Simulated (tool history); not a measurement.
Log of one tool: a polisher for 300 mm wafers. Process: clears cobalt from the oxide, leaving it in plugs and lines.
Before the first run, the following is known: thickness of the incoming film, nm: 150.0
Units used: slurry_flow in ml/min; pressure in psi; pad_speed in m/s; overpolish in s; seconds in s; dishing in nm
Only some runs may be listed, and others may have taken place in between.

run 1 hour=0 | slurry_flow=150 pressure=2.2 pad_speed=1.18 overpolish=9 | seconds=18.169 dishing=41.876
run 2 hour=6.9 | slurry_flow=150 pressure=2.2 pad_speed=1.18 overpolish=11 | seconds=18.226 dishing=46.027
run 3 hour=10.5 | slurry_flow=150 pressure=2.5 pad_speed=1.18 overpolish=11 | seconds=16.646 dishing=48.741
run 4 hour=13.2 | slurry_flow=145 pressure=2.2 pad_speed=1.18 overpolish=12 | seconds=18.484 dishing=49.656
run 5 hour=21.1 | slurry_flow=140 pressure=2 pad_speed=1.18 overpolish=12 | seconds=20.054 dishing=47.254
run 6 hour=23.7 | slurry_flow=140 pressure=2 pad_speed=1.18 overpolish=9 | seconds=19.922 dishing=40.745
run 7 hour=24.9 | slurry_flow=125 pressure=1.5 pad_speed=1.18 overpolish=13 | seconds=26.479 dishing=42.555

Estimate the outcome of run 8 from the log above:
run 8 hour=32.6 | slurry_flow=130 pressure=1.5 pad_speed=1.18 overpolish=13 | seconds=? dishing=?

seconds: 25.823 s
dishing: 42.112 nm
